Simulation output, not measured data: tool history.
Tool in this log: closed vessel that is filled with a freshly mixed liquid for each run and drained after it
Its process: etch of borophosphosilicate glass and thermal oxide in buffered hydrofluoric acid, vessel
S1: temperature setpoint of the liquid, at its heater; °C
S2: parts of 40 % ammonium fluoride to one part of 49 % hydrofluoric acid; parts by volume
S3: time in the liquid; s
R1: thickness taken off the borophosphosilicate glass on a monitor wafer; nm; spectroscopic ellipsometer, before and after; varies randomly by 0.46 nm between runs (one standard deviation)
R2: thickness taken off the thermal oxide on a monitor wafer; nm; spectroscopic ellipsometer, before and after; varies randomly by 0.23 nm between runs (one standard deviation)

run 1 hour=0 | S1=24 S2=20 S3=60 | R1=56.056 R2=37.451
run 2 hour=6.3 | S1=26 S2=20 S3=60 | R1=62.606 R2=41.71
run 3 hour=15.2 | S1=26 S2=25 S3=60 | R1=52.216 R2=35.994
run 4 hour=17.1 | S1=26 S2=20.5 S3=60 | R1=60.638 R2=41.511
run 5 hour=22.1 | S1=25.5 S2=20.5 S3=60 | R1=59.2 R2=39.483
run 6 hour=30.6 | S1=28.5 S2=20.5 S3=60 | R1=68.449 R2=47.227
run 7 hour=36.1 | S1=28 S2=20.5 S3=60 | R1=67.75 R2=45.37
run 8 hour=44.8 | S1=27.5 S2=20.5 S3=60 | R1=65.461 R2=44.288
run 9 hour=50.7 | S1=27 S2=20.5 S3=60 | R1=64.11 R2=43.091
run 10 hour=54 | S1=26.5 S2=20.5 S3=60 | R1=62.872 R2=41.785

Forecast run 11:
run 11 hour=60.6 | S1=26.5 S2=20.5 S3=60 | R1=? R2=?

R1: 62.524 nm
R2: 42.18 nm
